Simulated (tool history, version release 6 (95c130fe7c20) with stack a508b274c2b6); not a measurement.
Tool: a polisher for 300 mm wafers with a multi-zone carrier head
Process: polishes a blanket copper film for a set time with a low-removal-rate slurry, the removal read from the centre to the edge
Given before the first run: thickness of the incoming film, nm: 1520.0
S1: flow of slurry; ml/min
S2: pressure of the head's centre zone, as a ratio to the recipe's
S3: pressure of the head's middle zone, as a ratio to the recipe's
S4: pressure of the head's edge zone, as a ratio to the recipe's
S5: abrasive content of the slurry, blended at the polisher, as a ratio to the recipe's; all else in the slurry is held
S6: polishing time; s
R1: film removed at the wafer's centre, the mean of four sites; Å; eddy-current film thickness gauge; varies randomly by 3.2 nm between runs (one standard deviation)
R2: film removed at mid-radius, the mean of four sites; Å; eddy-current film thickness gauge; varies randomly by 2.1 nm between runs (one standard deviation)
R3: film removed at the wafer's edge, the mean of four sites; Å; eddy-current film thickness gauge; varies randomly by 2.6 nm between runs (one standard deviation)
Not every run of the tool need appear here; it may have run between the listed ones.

run  hour   S1    S2    S3    S4    S5  S6      R1      R2      R3
  1   0.0  230  1.00  1.00  1.00  1.00  57  1720.3  1710.3  1763.6
  2   2.0  230  1.00  1.00  1.05  1.00  57  1716.3  1689.5  1801.8
  3   8.4  240  1.04  1.02  1.07  1.10  58  1850.0  1801.9  1883.6
  4  12.8  240  1.04  1.02  1.07  1.10  69  2225.1  2167.4  2229.8
  5  19.3  240  1.04  1.05  1.07  1.10  69  2227.2  2270.8  2225.2
  6  25.7  245  1.06  1.04  1.07  1.10  69  2263.5  2189.8  2234.6
  7  30.1  270  1.15  1.08  1.06  1.15  69  2505.7  2340.8  2305.2

Run 8 is up next; what results do you expect?
  8  33.0  270  1.15  1.07  1.06  1.15  69   ?   ?   ?

Run 8 came out at R1 2531.9 Å, R2 2337.2 Å, R3 2305.7 Å.
